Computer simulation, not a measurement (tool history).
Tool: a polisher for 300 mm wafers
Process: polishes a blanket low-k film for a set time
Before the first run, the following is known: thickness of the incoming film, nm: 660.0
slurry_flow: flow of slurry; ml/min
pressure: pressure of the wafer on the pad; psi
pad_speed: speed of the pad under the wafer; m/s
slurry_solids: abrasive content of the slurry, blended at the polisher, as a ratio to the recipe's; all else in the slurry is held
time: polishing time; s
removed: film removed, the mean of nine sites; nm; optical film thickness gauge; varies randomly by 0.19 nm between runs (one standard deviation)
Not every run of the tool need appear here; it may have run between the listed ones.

run 1 hour=0.0 | slurry_flow=190 pressure=2.0 pad_speed=1.08 slurry_solids=1.0 time=45 | removed=20.028
run 2 hour=7.4 | slurry_flow=190 pressure=2.0 pad_speed=1.08 slurry_solids=1.0 time=48 | removed=21.681
run 3 hour=10.2 | slurry_flow=190 pressure=2.0 pad_speed=1.08 slurry_solids=0.8 time=48 | removed=18.992
run 4 hour=11.4 | slurry_flow=190 pressure=1.9 pad_speed=1.08 slurry_solids=0.8 time=48 | removed=18.534
run 5 hour=16.2 | slurry_flow=190 pressure=2.4 pad_speed=1.08 slurry_solids=0.8 time=48 | removed=21.047
run 6 hour=17.7 | slurry_flow=190 pressure=2.4 pad_speed=1.08 slurry_solids=0.8 time=48 | removed=21.220

Expected results for the next run?
run 7 hour=23.0 | slurry_flow=190 pressure=2.3 pad_speed=1.06 slurry_solids=0.8 time=48 | removed=?

removed: 20.722 nm
